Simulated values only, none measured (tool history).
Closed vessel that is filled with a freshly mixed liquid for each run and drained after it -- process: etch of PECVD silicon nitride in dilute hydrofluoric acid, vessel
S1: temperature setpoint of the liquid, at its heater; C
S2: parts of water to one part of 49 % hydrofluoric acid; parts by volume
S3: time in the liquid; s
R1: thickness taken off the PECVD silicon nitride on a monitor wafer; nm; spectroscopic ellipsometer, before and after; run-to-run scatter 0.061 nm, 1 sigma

run  hour    S1   S2   S3      R1
  1     0    20  155  775  14.951
  2   2.9    19  170  775  12.649
  3   8.3    19  170  610  9.8782
  4  17.8    19  115  610  14.485
  5  20.8  18.5  130  610  12.445
  6  29.9    17  130  610  11.239

For run 7, what comes out?
  7  36.9  17  140  610   ?

R1: 10.476 nm
